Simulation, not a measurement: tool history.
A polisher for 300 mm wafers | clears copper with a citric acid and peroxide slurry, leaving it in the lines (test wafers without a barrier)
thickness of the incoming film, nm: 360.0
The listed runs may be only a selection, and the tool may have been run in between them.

run	hour	flow of slurry (ml/min)	pressure of the wafer on the pad (kPa)	speed of the pad under the wafer (cm/s)	abrasive content of the slurry	overpolish time after the end point (s)	time until the end point was called (s)	dishing of a wide line in a test structure (angstrom)
1	0	190	20.7	136	1	11	138.19	202.25
2	8	190	24.1	136	1	11	119.98	229.82
3	12.3	190	24.1	114	1	11	138.11	202.34
4	17.3	190	24.1	114	1	14	136.62	247.32
5	22.9	190	24.8	118	1	14	133.06	271.92
6	28.2	190	24.8	118	1.15	14	126.76	277.61
7	36.7	190	25.5	120	1.15	14	122.21	282.02
8	37.3	190	26.2	122	1.15	14	116.41	288.37

Predict the results of run 9:
9	42.4	190	26.9	124	1.15	14	?	?

time until the end point was called (s): 110.48
dishing of a wide line in a test structure (angstrom): 312.64
